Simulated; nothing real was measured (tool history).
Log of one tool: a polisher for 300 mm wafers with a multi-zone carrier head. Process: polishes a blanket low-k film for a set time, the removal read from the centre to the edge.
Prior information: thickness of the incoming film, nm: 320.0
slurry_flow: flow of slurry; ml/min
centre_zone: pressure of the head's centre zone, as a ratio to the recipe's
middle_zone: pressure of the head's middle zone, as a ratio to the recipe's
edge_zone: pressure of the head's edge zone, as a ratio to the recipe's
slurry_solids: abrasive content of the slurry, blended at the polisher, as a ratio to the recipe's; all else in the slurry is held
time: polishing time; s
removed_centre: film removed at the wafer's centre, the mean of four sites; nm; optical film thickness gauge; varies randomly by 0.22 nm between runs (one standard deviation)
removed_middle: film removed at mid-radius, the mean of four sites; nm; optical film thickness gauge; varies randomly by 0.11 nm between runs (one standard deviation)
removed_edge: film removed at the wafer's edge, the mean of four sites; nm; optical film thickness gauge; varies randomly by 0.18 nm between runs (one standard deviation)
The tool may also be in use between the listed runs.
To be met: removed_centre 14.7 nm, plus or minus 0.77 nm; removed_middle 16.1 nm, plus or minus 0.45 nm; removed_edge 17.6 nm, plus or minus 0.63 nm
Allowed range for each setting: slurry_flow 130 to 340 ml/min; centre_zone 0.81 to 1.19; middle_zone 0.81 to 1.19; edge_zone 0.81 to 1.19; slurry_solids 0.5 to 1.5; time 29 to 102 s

| run | hour | slurry_flow | centre_zone | middle_zone | edge_zone | slurry_solids | time | removed_centre | removed_middle | removed_edge |
|---|---|---|---|---|---|---|---|---|---|---|
| 1 | 0 | 220 | 1 | 1 | 1 | 1 | 65 | 18.405 | 18.84 | 19.068 |
| 2 | 4.5 | 215 | 0.98 | 0.99 | 1 | 1 | 65 | 17.964 | 18.868 | 18.828 |
| 3 | 5.5 | 215 | 1.04 | 0.99 | 1 | 1 | 65 | 19.791 | 18.645 | 18.697 |
| 4 | 8.8 | 255 | 1.04 | 0.99 | 1 | 1 | 65 | 19.946 | 19.335 | 18.871 |
| 5 | 11.3 | 250 | 1.02 | 0.98 | 1 | 1 | 65 | 19.316 | 19.309 | 19.013 |
| 6 | 18.7 | 240 | 1 | 0.97 | 1 | 1 | 65 | 18.793 | 19.039 | 18.9 |
| 7 | 19.5 | 230 | 0.98 | 0.96 | 1 | 1 | 65 | 18.254 | 18.517 | 18.934 |
| 8 | 27.9 | 225 | 0.96 | 0.95 | 0.99 | 1 | 65 | 17.429 | 18.369 | 18.514 |
| 9 | 36.8 | 220 | 0.95 | 0.94 | 0.99 | 1 | 65 | 17.594 | 18.307 | 18.541 |
| 10 | 44.8 | 215 | 0.94 | 0.93 | 0.99 | 1 | 65 | 16.992 | 17.843 | 18.644 |
| 11 | 51.7 | 210 | 0.93 | 0.92 | 0.99 | 1 | 65 | 17.406 | 17.966 | 18.998 |
| 12 | 58.9 | 205 | 0.92 | 0.91 | 0.98 | 1 | 65 | 16.564 | 17.528 | 18.533 |
| 13 | 62.7 | 200 | 0.91 | 0.9 | 0.97 | 1 | 65 | 15.99 | 17.423 | 18.262 |
| 14 | 69.8 | 195 | 0.91 | 0.89 | 0.97 | 1 | 65 | 16.469 | 17.306 | 18.318 |
| 15 | 71.1 | 190 | 0.9 | 0.88 | 0.97 | 1 | 65 | 15.994 | 17.037 | 18.164 |

Exercise: of the 4 proposed moves below, exactly one satisfies all targets within the stated allowed misses. Which move is it?
| A | 72.4 | 135 | 0.85 | 0.88 | 0.87 | 0.85 | 68 | ? | ? | ? |
| B | 72.4 | 185 | 0.81 | 0.81 | 1.05 | 0.9 | 64 | ? | ? | ? |
| C | 72.4 | 215 | 1.05 | 0.89 | 1.09 | 1.35 | 51 | ? | ? | ? |
| D | 72.4 | 170 | 0.85 | 0.85 | 0.94 | 0.9 | 69 | ? | ? | ? |

| move | removed_centre | removed_middle | removed_edge |
|---|---|---|---|
| A | 13.382 | 15.04 | 15.977 |
| B | 13.352 | 14.733 | 17.809 |
| C | 17.174 | 15.516 | 17.774 |
| D | 14.853 | 16.175 | 17.99 |
A: moves the result that the last run missed by most past its target, out the other side
B: moves the result that the last run missed by most past its target, out the other side
C: moves the result that the last run missed by most past its target, out the other side
D: all results in spec
Answer: D

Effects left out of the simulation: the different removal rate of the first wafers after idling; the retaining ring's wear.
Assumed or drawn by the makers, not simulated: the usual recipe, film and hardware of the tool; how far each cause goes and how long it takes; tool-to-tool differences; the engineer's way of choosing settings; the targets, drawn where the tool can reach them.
